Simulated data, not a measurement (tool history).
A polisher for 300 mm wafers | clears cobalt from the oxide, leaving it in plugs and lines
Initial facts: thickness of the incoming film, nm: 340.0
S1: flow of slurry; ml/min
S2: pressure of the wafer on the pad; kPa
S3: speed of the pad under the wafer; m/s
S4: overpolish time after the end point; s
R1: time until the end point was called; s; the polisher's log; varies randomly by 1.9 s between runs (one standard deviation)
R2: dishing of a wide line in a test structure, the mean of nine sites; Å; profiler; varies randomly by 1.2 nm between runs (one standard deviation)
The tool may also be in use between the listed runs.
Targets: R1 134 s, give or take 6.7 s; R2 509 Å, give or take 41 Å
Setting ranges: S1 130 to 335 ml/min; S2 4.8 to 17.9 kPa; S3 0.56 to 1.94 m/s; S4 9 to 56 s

run  hour   S1    S2    S3  S4      R1      R2
  1     0  215    11  1.24  29  61.671  646.82
  2   6.7  215  13.8  1.24  29  49.492  663.26
  3  14.2  215  13.8  1.52  29   39.91  679.06
  4  20.3  215  15.9  1.52  29  36.733  671.73
  5  28.5  215  15.9  1.24  29  43.787  652.51
  6  34.7  215  13.1  1.24  29  52.555  669.84
  7  36.2  200  11.7   1.1  24  64.585  569.86
  8  40.2  195  10.3  1.02  24  79.651  538.42
  9  44.4  190     9     1  25  91.185  541.52
 10  51.7  190   8.3     1  25  99.939  515.73
 11    58  190   7.6     1  26  106.49  486.38
 12  61.2  195   6.9  0.98  30  121.61  512.11

Exercise: of the 4 proposed moves below, exactly one satisfies all targets within the stated allowed misses. Which move is it?
  A  64.4  210  7.6   0.9  27   ?   ?
  B  64.4  190  7.6  1.08  25   ?   ?
  C  64.4  190  6.9  1.12  30   ?   ?
  D  64.4  225  5.5  1.04  31   ?   ?

move      R1      R2
   A  115.59   486.1
   B  98.141  506.23
   C  103.18  537.93
   D  132.18  488.21
A: further off than the last run
B: further off than the last run
C: further off than the last run
D: in spec on every target
So the answer is move D, the one that meets all the targets.
